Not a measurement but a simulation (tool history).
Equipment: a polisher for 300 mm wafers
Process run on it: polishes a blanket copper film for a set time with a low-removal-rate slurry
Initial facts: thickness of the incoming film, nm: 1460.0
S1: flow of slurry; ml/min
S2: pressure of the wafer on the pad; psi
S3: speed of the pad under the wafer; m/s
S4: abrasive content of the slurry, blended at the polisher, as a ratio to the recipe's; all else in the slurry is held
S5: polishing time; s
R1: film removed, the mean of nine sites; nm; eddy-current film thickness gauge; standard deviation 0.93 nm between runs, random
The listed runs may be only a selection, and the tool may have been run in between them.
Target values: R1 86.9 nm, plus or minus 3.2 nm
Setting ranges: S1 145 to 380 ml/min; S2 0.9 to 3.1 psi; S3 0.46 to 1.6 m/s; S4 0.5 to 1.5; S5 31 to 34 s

| run | hour | S1 | S2 | S3 | S4 | S5 | R1 |
|---|---|---|---|---|---|---|---|
| 1 | 0 | 245 | 2 | 1.02 | 1 | 34 | 67.632 |
| 2 | 3.7 | 245 | 2.1 | 1.02 | 1 | 34 | 68.96 |
| 3 | 5.4 | 245 | 2.2 | 1.02 | 1 | 34 | 73.273 |
| 4 | 8.3 | 300 | 2.2 | 1.02 | 1 | 34 | 74.646 |
| 5 | 9.4 | 300 | 2.2 | 1.02 | 1.1 | 34 | 76.475 |
| 6 | 14.4 | 300 | 2.2 | 1.02 | 1.1 | 31 | 69.694 |
| 7 | 22.2 | 300 | 2.3 | 1.02 | 1.1 | 31 | 73.405 |
| 8 | 29.7 | 300 | 2.4 | 1.02 | 1.1 | 31 | 75.779 |

Of the 4 settings listed for the next run, only one would bring every result within its allowed miss of target. Which one?
| A | 37.2 | 225 | 2.9 | 0.96 | 1.25 | 34 | ? |
| B | 37.2 | 280 | 2.4 | 1.24 | 1 | 34 | ? |
| C | 37.2 | 345 | 2.6 | 1.1 | 1.05 | 34 | ? |
| D | 37.2 | 290 | 2.7 | 1 | 1.1 | 32 | ? |

| move | R1 |
|---|---|
| A | 96.121 |
| B | 95.691 |
| C | 96.51 |
| D | 86.756 |
A: moves the result that the last run missed by most past its target, out the other side
B: moves the result that the last run missed by most past its target, out the other side
C: moves the result that the last run missed by most past its target, out the other side
D: every result lands within tolerance
D is the move that brings every result within its allowed miss.

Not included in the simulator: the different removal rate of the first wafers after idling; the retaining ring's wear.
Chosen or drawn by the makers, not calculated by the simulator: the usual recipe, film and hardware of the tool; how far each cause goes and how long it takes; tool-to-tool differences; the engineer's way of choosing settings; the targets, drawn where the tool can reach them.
